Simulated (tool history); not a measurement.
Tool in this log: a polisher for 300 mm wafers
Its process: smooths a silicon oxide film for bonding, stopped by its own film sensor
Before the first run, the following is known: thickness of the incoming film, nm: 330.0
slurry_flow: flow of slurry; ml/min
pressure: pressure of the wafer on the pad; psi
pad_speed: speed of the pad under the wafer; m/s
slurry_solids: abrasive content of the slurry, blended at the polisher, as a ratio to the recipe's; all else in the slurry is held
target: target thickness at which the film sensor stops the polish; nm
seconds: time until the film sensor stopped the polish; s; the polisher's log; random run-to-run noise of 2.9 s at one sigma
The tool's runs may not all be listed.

| run | day | slurry_flow | pressure | pad_speed | slurry_solids | target | seconds |
|---|---|---|---|---|---|---|---|
| 1 | 0.000 | 310 | 1.9 | 1.10 | 1.0 | 236 | 129.65 |
| 2 | 0.312 | 310 | 1.9 | 1.10 | 1.0 | 231 | 136.86 |
| 3 | 0.512 | 310 | 1.9 | 1.10 | 1.0 | 231 | 138.70 |
| 4 | 0.796 | 310 | 1.7 | 1.08 | 1.0 | 231 | 153.04 |
| 5 | 1.150 | 310 | 1.7 | 1.08 | 1.0 | 231 | 154.84 |
| 6 | 1.254 | 310 | 1.5 | 1.08 | 1.0 | 231 | 164.29 |
| 7 | 1.412 | 310 | 1.4 | 1.06 | 1.0 | 231 | 174.75 |

For run 8, what comes out?
| 8 | 1.667 | 310 | 1.3 | 1.04 | 1.0 | 231 | ? |

{"run 8": {"seconds": 181.1}}
